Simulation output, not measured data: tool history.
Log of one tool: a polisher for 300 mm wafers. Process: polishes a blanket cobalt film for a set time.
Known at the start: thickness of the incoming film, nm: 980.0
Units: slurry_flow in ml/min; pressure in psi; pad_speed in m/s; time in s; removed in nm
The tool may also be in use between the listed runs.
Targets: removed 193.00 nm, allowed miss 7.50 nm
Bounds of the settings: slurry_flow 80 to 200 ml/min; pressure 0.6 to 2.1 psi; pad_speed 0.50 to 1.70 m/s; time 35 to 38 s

run,day,slurry_flow,pressure,pad_speed,time,removed
1,0.000,130,1.3,1.10,38,145.17
2,0.233,130,1.3,1.10,38,150.24
3,0.396,110,1.3,1.10,38,144.64
4,0.658,90,1.3,1.10,38,141.22
5,0.858,90,1.3,1.28,38,159.98
6,1.188,80,1.3,1.28,38,160.11
# day 1.383: head pressure recalibrated
7,1.383,85,1.4,1.28,38,154.37
8,1.646,95,1.4,1.36,38,167.42
9,1.717,95,1.5,1.38,38,182.78
10,2.033,95,1.5,1.38,38,179.38

Which of these 4 next moves meets every target?
A,2.350,100,1.5,1.28,38,?
B,2.350,140,1.6,1.20,36,?
C,2.350,105,1.6,1.42,37,?
D,2.350,100,1.4,1.40,36,?

move,removed
A,170.26
B,169.95
C,196.60
D,164.98
A: further off than the last run
B: further off than the last run
C: meets every target
D: further off than the last run
Answer: C

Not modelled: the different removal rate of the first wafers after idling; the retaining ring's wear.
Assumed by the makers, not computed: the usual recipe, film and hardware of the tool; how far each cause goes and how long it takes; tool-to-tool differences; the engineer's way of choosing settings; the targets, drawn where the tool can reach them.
